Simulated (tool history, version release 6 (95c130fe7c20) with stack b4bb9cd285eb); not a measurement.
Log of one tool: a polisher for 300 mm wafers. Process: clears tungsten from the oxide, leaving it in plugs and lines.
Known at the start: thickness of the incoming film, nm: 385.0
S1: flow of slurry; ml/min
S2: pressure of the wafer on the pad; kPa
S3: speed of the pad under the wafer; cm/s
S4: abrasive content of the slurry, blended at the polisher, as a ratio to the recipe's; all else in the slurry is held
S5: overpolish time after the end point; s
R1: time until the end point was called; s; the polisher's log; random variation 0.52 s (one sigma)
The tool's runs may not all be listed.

run	hour	S1	S2	S3	S4	S5	R1
1	0	285	27.6	100	1	4	65.712
2	5	285	29	100	1	4	63.61
3	8.9	285	29	120	1	4	55.615
4	17.1	285	29	120	1	3	55.111
5	18	285	29	136	1	3	51.367
6	25.9	225	29	136	1	3	52.928
7	31.7	230	29.6	136	1	3	50.98
8	34.8	235	30.3	136	1	3	50.398
9	40.1	240	31	136	1	3	49.331

The next listed run, before its measurement:
10	45.7	245	31.7	136	1	3	?

R1: 49.069 s

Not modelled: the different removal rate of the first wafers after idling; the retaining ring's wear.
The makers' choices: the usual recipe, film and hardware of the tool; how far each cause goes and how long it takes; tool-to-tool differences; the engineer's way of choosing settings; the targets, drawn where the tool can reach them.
